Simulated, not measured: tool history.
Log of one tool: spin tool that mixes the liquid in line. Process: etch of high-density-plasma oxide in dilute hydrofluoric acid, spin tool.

| run | hour | temperature setpoint of the liquid (K) | parts of water to one part of 49 % hydrofluoric acid (parts by volume) | time under the liquid (s) | thickness taken off the high-density-plasma oxide on a monitor wafer (angstrom) |
|---|---|---|---|---|---|
| 1 | 0 | 295.15 | 45 | 75 | 110.68 |
| 2 | 8.4 | 296.65 | 45 | 75 | 118.85 |
| 3 | 13.8 | 295.65 | 45 | 75 | 113.21 |
| 4 | 16.3 | 295.15 | 45 | 75 | 110.61 |
| 5 | 19.7 | 295.15 | 30 | 75 | 168.44 |
| 6 | 26.4 | 294.15 | 35 | 75 | 137.87 |
| 7 | 35.2 | 293.15 | 35 | 75 | 134.29 |
| 8 | 39 | 292.65 | 35 | 75 | 131.19 |
| 9 | 44 | 292.15 | 35 | 75 | 126.52 |
| 10 | 49.7 | 291.65 | 35 | 75 | 124.86 |
| 11 | 58.2 | 291.15 | 35 | 75 | 120.75 |

Forecast run 12:
| 12 | 61.3 | 290.65 | 40 | 75 | ? |

{"run 12": {"thickness taken off the high-density-plasma oxide on a monitor wafer (angstrom)": 102.54}}

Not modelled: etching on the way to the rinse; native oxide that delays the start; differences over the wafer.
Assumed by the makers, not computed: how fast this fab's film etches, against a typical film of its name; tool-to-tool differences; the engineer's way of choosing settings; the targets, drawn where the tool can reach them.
